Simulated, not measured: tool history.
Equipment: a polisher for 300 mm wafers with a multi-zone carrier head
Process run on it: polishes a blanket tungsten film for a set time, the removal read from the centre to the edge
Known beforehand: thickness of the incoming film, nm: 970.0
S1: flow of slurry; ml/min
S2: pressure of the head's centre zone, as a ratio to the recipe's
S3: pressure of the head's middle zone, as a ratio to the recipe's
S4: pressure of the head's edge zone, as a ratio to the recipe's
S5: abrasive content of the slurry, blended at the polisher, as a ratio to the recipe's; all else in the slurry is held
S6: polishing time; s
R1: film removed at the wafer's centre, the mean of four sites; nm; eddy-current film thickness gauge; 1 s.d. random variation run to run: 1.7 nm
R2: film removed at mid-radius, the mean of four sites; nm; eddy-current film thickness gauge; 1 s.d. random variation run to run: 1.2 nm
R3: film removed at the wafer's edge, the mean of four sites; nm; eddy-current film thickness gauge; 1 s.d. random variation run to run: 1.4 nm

run  hour   S1    S2    S3    S4    S5  S6      R1      R2      R3
  1     0  315     1     1     1     1  46  287.07  280.45  281.52
  2   1.9  285  0.94  1.03  0.94  0.85  38  208.01  223.93  212.96
  3   3.9  280  0.91  1.05   0.9  0.75  33  167.71  191.69  177.07
  4   7.5  280  0.91  1.12   0.9  0.75  33  168.35  201.87  171.16
  5  12.5  280  0.91  1.12   0.9  0.95  33  187.45  216.89  187.68
  6    14  280  0.91  1.12   0.9  0.85  33  180.07   208.6  181.38
  7  21.2  275  0.82  1.13  0.83   0.6  22  98.529  127.36  104.42
  8  24.6  285  0.85  1.15  0.89   0.6  22  97.777  129.73  106.63
  9    29  285  0.89  1.16  0.93  0.65  22  105.45  131.52  112.44
 10  34.7  285  0.89  1.16  0.93  0.65  22  104.51  133.44  111.12
 11  36.6  285  0.89  1.17  0.95  0.75  22   110.6  138.65  119.39

Expected results for the next run?
 12  45.2  335  0.88  1.19  0.92  0.9  23   ?   ?   ?

{"run 12": {"R1": 123.42, "R2": 160.04, "R3": 130.99}}

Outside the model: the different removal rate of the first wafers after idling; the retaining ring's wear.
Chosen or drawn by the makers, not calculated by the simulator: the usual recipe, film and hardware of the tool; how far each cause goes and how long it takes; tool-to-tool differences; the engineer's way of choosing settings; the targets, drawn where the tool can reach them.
